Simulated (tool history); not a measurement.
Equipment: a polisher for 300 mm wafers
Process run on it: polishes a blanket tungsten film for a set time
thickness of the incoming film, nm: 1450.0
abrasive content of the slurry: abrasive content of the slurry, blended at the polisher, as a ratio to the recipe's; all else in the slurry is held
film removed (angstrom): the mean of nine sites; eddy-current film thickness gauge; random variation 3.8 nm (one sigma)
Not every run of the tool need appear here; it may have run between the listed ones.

run	day	flow of slurry (ml/min)	pressure of the wafer on the pad (kPa)	speed of the pad under the wafer (cm/s)	abrasive content of the slurry	polishing time (s)	film removed (angstrom)
1	0.000	230	24.8	96	1.0	116	4647.9
2	0.183	230	24.8	116	1.0	116	5548.0
3	0.429	230	22.1	116	1.0	116	5098.4
4	0.646	230	19.3	116	1.0	116	4582.7
5	0.900	190	19.3	116	1.0	116	4495.8
6	1.175	190	19.3	116	1.0	116	4497.8

What does the tool deliver on the next run?
7	1.358	190	17.9	116	1.0	116	?

Logged for run 7: film removed (angstrom) 4192.5.
